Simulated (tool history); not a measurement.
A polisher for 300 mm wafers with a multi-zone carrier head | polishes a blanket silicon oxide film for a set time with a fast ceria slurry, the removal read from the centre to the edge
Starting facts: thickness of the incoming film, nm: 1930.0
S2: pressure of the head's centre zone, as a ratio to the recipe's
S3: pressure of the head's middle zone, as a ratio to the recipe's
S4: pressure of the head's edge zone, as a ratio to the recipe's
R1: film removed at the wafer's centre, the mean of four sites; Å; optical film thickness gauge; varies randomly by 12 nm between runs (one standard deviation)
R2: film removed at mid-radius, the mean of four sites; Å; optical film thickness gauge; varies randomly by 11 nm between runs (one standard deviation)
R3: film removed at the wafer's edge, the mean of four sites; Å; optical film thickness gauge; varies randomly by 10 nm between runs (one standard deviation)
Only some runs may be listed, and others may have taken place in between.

Run 1, day 0.000: flow of slurry (ml/min) 300, S2 1.00, S3 1.00, S4 1.00, polishing time (s) 37. Result: R1 6694.7 Å, R2 6628.6 Å, R3 6743.8 Å.
Run 2, day 0.312: flow of slurry (ml/min) 300, S2 1.00, S3 1.02, S4 1.02, polishing time (s) 39. Result: R1 6850.4 Å, R2 7080.3 Å, R3 7068.2 Å.
Run 3, day 0.571: flow of slurry (ml/min) 300, S2 1.00, S3 1.02, S4 1.09, polishing time (s) 39. Result: R1 6897.9 Å, R2 7038.5 Å, R3 7310.1 Å.
Run 4, day 0.767: flow of slurry (ml/min) 300, S2 1.00, S3 1.03, S4 1.10, polishing time (s) 41. Result: R1 7475.3 Å, R2 7553.0 Å, R3 7719.0 Å.
Run 5, day 1.071: flow of slurry (ml/min) 360, S2 1.00, S3 1.03, S4 1.10, polishing time (s) 41. Result: R1 7526.4 Å, R2 7586.2 Å, R3 7825.4 Å.
Run 6, day 1.333: flow of slurry (ml/min) 330, S2 1.00, S3 1.03, S4 1.10, polishing time (s) 41. Result: R1 7165.9 Å, R2 7555.2 Å, R3 7751.4 Å.
Run 7, day 1.642: flow of slurry (ml/min) 330, S2 1.01, S3 1.04, S4 1.10, polishing time (s) 42. Result: R1 7666.4 Å, R2 7704.8 Å, R3 7887.2 Å.
Run 8, day 1.888: flow of slurry (ml/min) 330, S2 1.00, S3 1.05, S4 1.10, polishing time (s) 43. Result: R1 7771.7 Å, R2 8084.9 Å, R3 8046.3 Å.

Run 9 is up next; what results do you expect?
Run 9, day 2.150: flow of slurry (ml/min) 330, S2 0.99, S3 1.05, S4 1.11, polishing time (s) 44. Result: R1 ?, R2 ?, R3 ?.

{"run 9": {"R1": 7760.4, "R2": 8224.8, "R3": 8154.3}}

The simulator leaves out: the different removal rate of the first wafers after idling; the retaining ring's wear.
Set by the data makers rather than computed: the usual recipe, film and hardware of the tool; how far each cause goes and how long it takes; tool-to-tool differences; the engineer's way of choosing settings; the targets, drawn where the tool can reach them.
